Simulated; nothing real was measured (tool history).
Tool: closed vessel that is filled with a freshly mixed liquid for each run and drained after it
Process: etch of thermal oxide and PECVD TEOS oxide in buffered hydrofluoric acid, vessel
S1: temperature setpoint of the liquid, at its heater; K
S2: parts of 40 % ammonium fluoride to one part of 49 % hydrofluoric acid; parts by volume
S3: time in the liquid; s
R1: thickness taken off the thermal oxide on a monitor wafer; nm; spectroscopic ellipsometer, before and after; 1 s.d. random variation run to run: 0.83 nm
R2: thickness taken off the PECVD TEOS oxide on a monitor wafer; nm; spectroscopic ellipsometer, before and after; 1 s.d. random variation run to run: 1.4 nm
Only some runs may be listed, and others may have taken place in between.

| run | hour | S1 | S2 | S3 | R1 | R2 |
|---|---|---|---|---|---|---|
| 1 | 0.0 | 297.15 | 14.0 | 60 | 48.550 | 74.990 |
| 2 | 8.6 | 293.65 | 14.0 | 60 | 40.029 | 62.308 |
| 3 | 17.6 | 293.65 | 14.0 | 45 | 29.965 | 46.033 |
| 4 | 25.4 | 296.65 | 11.5 | 50 | 47.769 | 74.636 |
| 5 | 29.4 | 296.65 | 8.5 | 50 | 62.431 | 95.979 |
| 6 | 37.9 | 299.15 | 7.5 | 50 | 81.328 | 126.250 |
| 7 | 47.2 | 300.65 | 7.5 | 50 | 86.727 | 136.350 |

Run 8, settings as shown, results not yet in. Your forecast:
| 8 | 54.6 | 301.65 | 7.0 | 50 | ? | ? |

{"run 8": {"R1": 99.662, "R2": 155.49}}

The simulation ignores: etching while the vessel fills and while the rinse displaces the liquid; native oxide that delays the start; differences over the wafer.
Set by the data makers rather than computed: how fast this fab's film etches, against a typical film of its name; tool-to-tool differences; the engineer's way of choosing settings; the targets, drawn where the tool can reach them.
